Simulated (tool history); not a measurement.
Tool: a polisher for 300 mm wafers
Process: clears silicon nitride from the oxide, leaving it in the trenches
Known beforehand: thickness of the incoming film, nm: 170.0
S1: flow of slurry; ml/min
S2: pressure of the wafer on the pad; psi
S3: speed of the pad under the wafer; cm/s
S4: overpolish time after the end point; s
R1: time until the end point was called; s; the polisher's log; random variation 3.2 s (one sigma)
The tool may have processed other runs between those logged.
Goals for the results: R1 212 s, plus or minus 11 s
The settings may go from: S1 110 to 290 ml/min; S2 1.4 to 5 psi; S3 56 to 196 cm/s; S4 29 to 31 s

run    day   S1   S2   S3  S4      R1
  1      0  185  3.2  126  29  137.45
  2  0.133  205  3.2  126  29  136.88
  3  0.475  205    3  126  29   142.6
  4  0.812  205  3.8  126  29  114.52
  5   0.85  205  3.5  124  29  127.25
  6  1.088  205  3.5  110  29  143.53
  7  1.442  205  3.3  110  29  150.35
  8  1.579  205  3.1  110  29  162.52
  9  1.642  205  2.2  106  29  217.44

Of the 5 settings listed for the next run, only one would bring every result within its allowed miss of target. Which one?
  A  1.704  225  2.1  102  31   ?
  B  1.704  190    2  114  31   ?
  C  1.704  185  2.1  108  31   ?
  D  1.704  175  2.3  110  31   ?
  E  1.704  220  1.5  136  29   ?

move      R1
   A  238.92
   B  229.29
   C   232.4
   D  212.54
   E  242.39
A: the biggest miss grows against the last run
B: the biggest miss grows against the last run
C: the biggest miss grows against the last run
D: meets every target
E: the biggest miss grows against the last run
D meets every target.

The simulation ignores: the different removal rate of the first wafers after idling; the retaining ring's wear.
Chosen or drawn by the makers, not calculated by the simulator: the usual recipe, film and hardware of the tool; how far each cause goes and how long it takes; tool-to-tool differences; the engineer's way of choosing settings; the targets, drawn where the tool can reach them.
